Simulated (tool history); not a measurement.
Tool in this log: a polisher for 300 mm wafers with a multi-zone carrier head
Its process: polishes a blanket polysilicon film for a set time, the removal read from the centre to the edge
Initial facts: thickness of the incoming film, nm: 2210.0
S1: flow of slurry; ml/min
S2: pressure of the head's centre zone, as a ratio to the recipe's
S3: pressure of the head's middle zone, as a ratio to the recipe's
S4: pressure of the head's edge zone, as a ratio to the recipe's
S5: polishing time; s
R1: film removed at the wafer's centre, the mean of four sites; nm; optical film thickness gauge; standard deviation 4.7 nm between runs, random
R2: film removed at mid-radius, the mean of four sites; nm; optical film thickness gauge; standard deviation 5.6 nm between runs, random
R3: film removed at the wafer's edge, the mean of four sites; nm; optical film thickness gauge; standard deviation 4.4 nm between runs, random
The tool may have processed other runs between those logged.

| run | hour | S1 | S2 | S3 | S4 | S5 | R1 | R2 | R3 |
|---|---|---|---|---|---|---|---|---|---|
| 1 | 0.0 | 240 | 1.00 | 1.00 | 1.00 | 86 | 471.27 | 475.42 | 483.38 |
| 2 | 6.2 | 235 | 0.98 | 1.00 | 1.01 | 86 | 470.90 | 483.02 | 476.39 |
| 3 | 11.7 | 250 | 0.96 | 1.00 | 1.03 | 85 | 449.77 | 477.43 | 483.15 |
| 4 | 15.1 | 250 | 0.96 | 1.00 | 1.03 | 94 | 503.03 | 532.61 | 540.60 |
| 5 | 16.5 | 250 | 0.96 | 0.95 | 1.03 | 94 | 511.11 | 513.61 | 539.85 |
| 6 | 22.7 | 250 | 0.89 | 0.95 | 1.03 | 94 | 472.59 | 510.53 | 531.29 |

What will run 7 give?
| 7 | 30.2 | 245 | 0.88 | 0.95 | 1.04 | 93 | ? | ? | ? |

R1: 455.08 nm
R2: 508.44 nm
R3: 538.64 nm

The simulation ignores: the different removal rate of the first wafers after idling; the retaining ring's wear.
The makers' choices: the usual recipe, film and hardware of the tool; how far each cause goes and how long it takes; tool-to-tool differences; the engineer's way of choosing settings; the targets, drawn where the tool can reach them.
